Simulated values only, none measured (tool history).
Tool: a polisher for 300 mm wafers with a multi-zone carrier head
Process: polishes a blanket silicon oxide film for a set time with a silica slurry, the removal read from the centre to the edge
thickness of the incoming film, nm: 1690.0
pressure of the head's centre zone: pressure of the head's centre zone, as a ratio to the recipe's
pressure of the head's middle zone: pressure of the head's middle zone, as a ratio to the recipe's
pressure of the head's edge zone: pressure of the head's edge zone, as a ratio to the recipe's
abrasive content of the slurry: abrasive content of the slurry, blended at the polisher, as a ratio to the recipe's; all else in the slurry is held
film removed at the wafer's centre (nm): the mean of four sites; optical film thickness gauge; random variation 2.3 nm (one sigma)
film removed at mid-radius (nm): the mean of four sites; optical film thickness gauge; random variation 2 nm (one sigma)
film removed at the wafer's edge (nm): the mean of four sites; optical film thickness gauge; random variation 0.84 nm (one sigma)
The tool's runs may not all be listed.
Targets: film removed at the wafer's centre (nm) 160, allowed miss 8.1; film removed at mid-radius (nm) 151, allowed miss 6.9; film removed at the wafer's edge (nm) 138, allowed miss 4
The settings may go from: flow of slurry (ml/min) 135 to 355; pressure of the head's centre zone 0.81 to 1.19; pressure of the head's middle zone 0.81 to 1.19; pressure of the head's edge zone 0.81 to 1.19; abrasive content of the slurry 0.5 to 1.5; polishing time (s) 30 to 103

| run | hour | flow of slurry (ml/min) | pressure of the head's centre zone | pressure of the head's middle zone | pressure of the head's edge zone | abrasive content of the slurry | polishing time (s) | film removed at the wafer's centre (nm) | film removed at mid-radius (nm) | film removed at the wafer's edge (nm) |
|---|---|---|---|---|---|---|---|---|---|---|
| 1 | 0 | 225 | 1 | 1 | 1 | 1 | 66 | 236.91 | 233.11 | 257.02 |
| 2 | 1.4 | 225 | 0.97 | 1 | 1 | 1 | 66 | 228.46 | 241.92 | 259.95 |
| 3 | 2.9 | 225 | 0.99 | 1.02 | 0.98 | 0.95 | 64 | 222.11 | 228.45 | 241.18 |
| 4 | 5.2 | 225 | 1 | 1.03 | 0.96 | 0.9 | 62 | 214.39 | 220.95 | 228.76 |
| 5 | 9.5 | 225 | 1 | 1.11 | 0.96 | 0.9 | 62 | 215.53 | 233.2 | 228.63 |
| 6 | 15.3 | 225 | 1 | 1.11 | 0.96 | 0.9 | 78 | 266.62 | 298.26 | 285.5 |
| 7 | 22.4 | 225 | 1.01 | 1.11 | 0.94 | 0.85 | 74 | 249.89 | 280.45 | 260.26 |
| 8 | 27.6 | 225 | 1.02 | 1.1 | 0.93 | 0.8 | 70 | 232.62 | 257.88 | 239.25 |
| 9 | 33.6 | 225 | 1.04 | 1.09 | 0.92 | 0.75 | 67 | 222.97 | 225.1 | 220.9 |
| 10 | 40 | 275 | 1.08 | 1.19 | 0.82 | 0.5 | 49 | 145.52 | 154.31 | 128.96 |
| 11 | 46.6 | 275 | 1.09 | 1.18 | 0.83 | 0.5 | 49 | 140.79 | 150.91 | 129.96 |
| 12 | 52.4 | 275 | 1.1 | 1.17 | 0.83 | 0.5 | 49 | 139.34 | 152.91 | 129.84 |
| 13 | 52.9 | 255 | 1.08 | 1.17 | 0.83 | 0.5 | 49 | 138.09 | 150.95 | 129.97 |
| 14 | 56.7 | 265 | 1.09 | 1.16 | 0.83 | 0.5 | 49 | 145.03 | 152.07 | 130.75 |
| 15 | 62.5 | 265 | 1.1 | 1.15 | 0.83 | 0.5 | 49 | 142.3 | 146.97 | 130.37 |
| 16 | 68.1 | 265 | 1.11 | 1.15 | 0.83 | 0.5 | 49 | 144.83 | 147.35 | 129.85 |
| 17 | 76.5 | 265 | 1.12 | 1.15 | 0.84 | 0.5 | 49 | 143.83 | 150.06 | 130.19 |
| 18 | 81.2 | 265 | 1.13 | 1.14 | 0.84 | 0.5 | 49 | 147.56 | 145.33 | 131.55 |
| 19 | 83.7 | 265 | 1.14 | 1.14 | 0.84 | 0.5 | 49 | 147.23 | 150.42 | 130.69 |
| 20 | 84.9 | 265 | 1.15 | 1.13 | 0.84 | 0.5 | 49 | 148.38 | 147.19 | 129.87 |
| 21 | 89.1 | 295 | 1.19 | 1.13 | 0.91 | 0.55 | 49 | 163.48 | 156.79 | 143.39 |
| 22 | 90.2 | 295 | 1.19 | 1.13 | 0.9 | 0.55 | 49 | 164.99 | 157.28 | 141.89 |

5 next moves are on the table. One of them brings every result within its allowed miss. Which?
| A | 91.3 | 345 | 1.08 | 1.13 | 0.89 | 0.55 | 51 | ? | ? | ? |
| B | 91.3 | 315 | 1.1 | 1.07 | 0.92 | 0.6 | 49 | ? | ? | ? |
| C | 91.3 | 355 | 1.19 | 0.99 | 1.01 | 0.55 | 50 | ? | ? | ? |
| D | 91.3 | 275 | 1.18 | 1.1 | 0.86 | 0.5 | 51 | ? | ? | ? |
| E | 91.3 | 265 | 1.17 | 1.19 | 0.86 | 0.5 | 53 | ? | ? | ? |

| move | film removed at the wafer's centre (nm) | film removed at mid-radius (nm) | film removed at the wafer's edge (nm) |
|---|---|---|---|
| A | 157.96 | 167.86 | 147.99 |
| B | 159.22 | 159.05 | 149.72 |
| C | 169.16 | 147.3 | 155 |
| D | 159.22 | 153.09 | 136.72 |
| E | 163.53 | 169.52 | 141.45 |
A: further off than the last run
B: further off than the last run
C: further off than the last run
D: meets every target
E: brings the result that was furthest off to its target, and leaves another outside
Answer: D
